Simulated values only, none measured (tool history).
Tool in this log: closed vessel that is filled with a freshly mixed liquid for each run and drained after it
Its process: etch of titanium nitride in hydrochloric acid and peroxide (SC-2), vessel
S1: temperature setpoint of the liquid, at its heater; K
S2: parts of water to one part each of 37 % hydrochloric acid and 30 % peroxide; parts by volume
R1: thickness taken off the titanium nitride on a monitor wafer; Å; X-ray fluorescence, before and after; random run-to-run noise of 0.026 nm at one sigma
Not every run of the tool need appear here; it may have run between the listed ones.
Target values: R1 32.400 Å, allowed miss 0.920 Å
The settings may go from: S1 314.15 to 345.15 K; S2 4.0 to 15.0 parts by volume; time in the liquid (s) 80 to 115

{"run": 1, "hour": 0.0, "S1": 330.15, "S2": 8.5, "time in the liquid (s)": 115, "R1": 100.96}
{"run": 2, "hour": 5.9, "S1": 325.15, "S2": 8.5, "time in the liquid (s)": 115, "R1": 72.043}
{"run": 3, "hour": 9.9, "S1": 325.15, "S2": 7.0, "time in the liquid (s)": 115, "R1": 83.022}
{"run": 4, "hour": 14.0, "S1": 327.65, "S2": 7.0, "time in the liquid (s)": 115, "R1": 98.884}
{"run": 5, "hour": 17.8, "S1": 331.15, "S2": 7.0, "time in the liquid (s)": 115, "R1": 123.33}
{"run": 6, "hour": 19.4, "S1": 326.15, "S2": 7.5, "time in the liquid (s)": 115, "R1": 84.273}
{"run": 7, "hour": 27.2, "S1": 322.65, "S2": 8.0, "time in the liquid (s)": 115, "R1": 64.393}
{"run": 8, "hour": 36.5, "S1": 320.15, "S2": 8.5, "time in the liquid (s)": 115, "R1": 52.459}
{"run": 9, "hour": 40.1, "S1": 318.15, "S2": 9.0, "time in the liquid (s)": 115, "R1": 42.769}
{"run": 10, "hour": 45.9, "S1": 317.15, "S2": 9.0, "time in the liquid (s)": 115, "R1": 39.598}
{"run": 11, "hour": 54.3, "S1": 317.15, "S2": 9.0, "time in the liquid (s)": 115, "R1": 39.949}
{"run": 12, "hour": 61.4, "S1": 316.15, "S2": 9.0, "time in the liquid (s)": 115, "R1": 37.401}
{"run": 13, "hour": 63.9, "S1": 315.65, "S2": 9.0, "time in the liquid (s)": 115, "R1": 36.172}
{"run": 14, "hour": 69.7, "S1": 315.15, "S2": 9.0, "time in the liquid (s)": 115, "R1": 34.668}
{"run": 15, "hour": 74.6, "S1": 315.15, "S2": 9.0, "time in the liquid (s)": 115, "R1": 34.415}
{"run": 16, "hour": 83.8, "S1": 314.65, "S2": 9.0, "time in the liquid (s)": 115, "R1": 33.616}

Which single option among these 4 for the next run brings every result within its allowed miss of target? Just one does.
{"run": "A", "hour": 93.0, "S1": 314.65, "S2": 6.5, "time in the liquid (s)": 80, "R1": "?"}
{"run": "B", "hour": 93.0, "S1": 314.15, "S2": 8.5, "time in the liquid (s)": 110, "R1": "?"}
{"run": "C", "hour": 93.0, "S1": 315.15, "S2": 9.0, "time in the liquid (s)": 115, "R1": "?"}
{"run": "D", "hour": 93.0, "S1": 314.15, "S2": 8.0, "time in the liquid (s)": 115, "R1": "?"}

move=A R1=29.994
move=B R1=32.230
move=C R1=34.507
move=D R1=35.380
A: takes the biggest miss from the last run beyond its target
B: all results land within tolerance of their targets
C: the biggest miss grows against the last run
D: the biggest miss grows against the last run
The move that meets every target is B.
